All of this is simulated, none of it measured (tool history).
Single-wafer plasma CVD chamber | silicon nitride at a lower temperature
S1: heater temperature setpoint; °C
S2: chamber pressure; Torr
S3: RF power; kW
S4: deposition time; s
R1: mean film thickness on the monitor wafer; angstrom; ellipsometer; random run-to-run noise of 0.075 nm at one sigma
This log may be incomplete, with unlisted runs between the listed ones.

| run | hour | S1 | S2 | S3 | S4 | R1 |
|---|---|---|---|---|---|---|
| 1 | 0 | 360 | 1.5 | 0.355 | 18.1 | 239.48 |
| 2 | 7.9 | 360 | 1.43 | 0.345 | 18.1 | 231.55 |
| 3 | 10.2 | 360 | 1.59 | 0.345 | 18.1 | 237.27 |
| 4 | 13.8 | 360 | 1.59 | 0.345 | 18.7 | 243.89 |
| 5 | 16.8 | 360 | 1.59 | 0.39 | 18.7 | 274.6 |
| 6 | 22.1 | 360 | 1.46 | 0.39 | 18.7 | 267.83 |
| 7 | 25.6 | 360 | 1.41 | 0.375 | 18.7 | 256.89 |

Run 8, settings as shown, results not yet in. Your forecast:
| 8 | 34 | 360 | 1.11 | 0.32 | 18.4 | ? |

{"run 8": {"R1": 204.96}}
